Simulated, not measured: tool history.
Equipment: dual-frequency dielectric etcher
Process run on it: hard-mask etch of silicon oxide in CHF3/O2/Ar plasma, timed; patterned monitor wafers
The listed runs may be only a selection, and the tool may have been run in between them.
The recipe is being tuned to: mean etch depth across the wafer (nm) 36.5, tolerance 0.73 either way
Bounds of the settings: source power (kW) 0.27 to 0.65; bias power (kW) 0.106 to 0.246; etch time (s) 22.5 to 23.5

| run | hour | source power (kW) | bias power (kW) | etch time (s) | mean etch depth across the wafer (nm) |
|---|---|---|---|---|---|
| 1 | 0 | 0.46 | 0.176 | 22.5 | 39.747 |
| 2 | 4.9 | 0.42 | 0.176 | 22.5 | 38.471 |
| 3 | 6.2 | 0.46 | 0.176 | 22.5 | 39.916 |
| 4 | 6.9 | 0.44 | 0.175 | 22.5 | 39.028 |
| 5 | 11.7 | 0.47 | 0.175 | 22.5 | 40.137 |
| 6 | 19.6 | 0.45 | 0.174 | 22.5 | 38.986 |
| 7 | 26.3 | 0.44 | 0.173 | 22.5 | 39.015 |
| 8 | 27.2 | 0.43 | 0.172 | 22.5 | 38.393 |
| 9 | 31.7 | 0.43 | 0.172 | 22.5 | 38.348 |
| 10 | 34.7 | 0.42 | 0.171 | 22.5 | 37.966 |
| 11 | 41.2 | 0.41 | 0.171 | 22.5 | 37.573 |

Exactly one of the 5 candidate moves below puts every result within its allowed miss. Which one?
| A | 47.7 | 0.4 | 0.159 | 23.5 | ? |
| B | 47.7 | 0.4 | 0.18 | 23 | ? |
| C | 47.7 | 0.42 | 0.176 | 22.5 | ? |
| D | 47.7 | 0.39 | 0.189 | 23.5 | ? |
| E | 47.7 | 0.37 | 0.155 | 23.5 | ? |

| move | mean etch depth across the wafer (nm) |
|---|---|
| A | 38.437 |
| B | 39.279 |
| C | 38.843 |
| D | 40.439 |
| E | 36.973 |
A: moves away from the targets compared with the last run
B: moves away from the targets compared with the last run
C: moves away from the targets compared with the last run
D: moves away from the targets compared with the last run
E: in spec on every target
Move E is the one to make.
